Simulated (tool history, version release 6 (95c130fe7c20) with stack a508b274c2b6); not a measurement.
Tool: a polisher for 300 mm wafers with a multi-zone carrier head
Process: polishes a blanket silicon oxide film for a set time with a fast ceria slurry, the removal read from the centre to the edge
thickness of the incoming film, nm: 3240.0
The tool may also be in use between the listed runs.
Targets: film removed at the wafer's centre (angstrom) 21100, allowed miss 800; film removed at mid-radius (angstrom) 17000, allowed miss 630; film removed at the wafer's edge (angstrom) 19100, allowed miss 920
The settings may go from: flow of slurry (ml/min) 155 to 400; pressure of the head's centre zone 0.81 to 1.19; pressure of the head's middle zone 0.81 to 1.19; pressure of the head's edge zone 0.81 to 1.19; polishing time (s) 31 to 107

run	hour	flow of slurry (ml/min)	pressure of the head's centre zone	pressure of the head's middle zone	pressure of the head's edge zone	polishing time (s)	film removed at the wafer's centre (angstrom)	film removed at mid-radius (angstrom)	film removed at the wafer's edge (angstrom)
1	0	255	1	1	1	69	12683	12781	12686
2	8.1	260	1.02	0.99	1.02	71	13331	13081	13111
3	11.6	260	1.1	0.99	1.02	71	14219	13051	13320
4	18.2	260	1.1	0.99	1.08	71	14421	13129	13606
5	21.8	195	1.1	0.99	1.08	71	13675	12777	13429
# hour 30.7: edge zone pressure recalibrated
6	30.7	200	1.11	0.98	1.09	73	14480	13064	14930
7	38.7	210	1.12	0.98	1.09	75	15119	13289	15086
8	43.9	220	1.13	0.98	1.09	77	15858	13684	15284
9	49.4	225	1.19	0.99	1.15	95	20335	17161	19355
10	50.1	230	1.19	0.99	1.14	95	20036	17117	19488

5 next moves are on the table. One of them brings every result within its allowed miss. Which?
A	50.8	245	1.19	1.01	1.16	91	?	?	?
B	50.8	315	1.19	0.95	1.06	94	?	?	?
C	50.8	280	1.16	0.98	1.18	92	?	?	?
D	50.8	295	1.05	0.99	1.11	97	?	?	?
E	50.8	215	1.19	1.04	1.11	91	?	?	?

move	film removed at the wafer's centre (angstrom)	film removed at mid-radius (angstrom)	film removed at the wafer's edge (angstrom)
A	19543	16695	19117
B	20718	16948	19220
C	19582	16758	19702
D	18957	17887	20200
E	19240	16794	18486
A: further off than the last run
B: meets every target
C: further off than the last run
D: further off than the last run
E: further off than the last run
The right move is B.
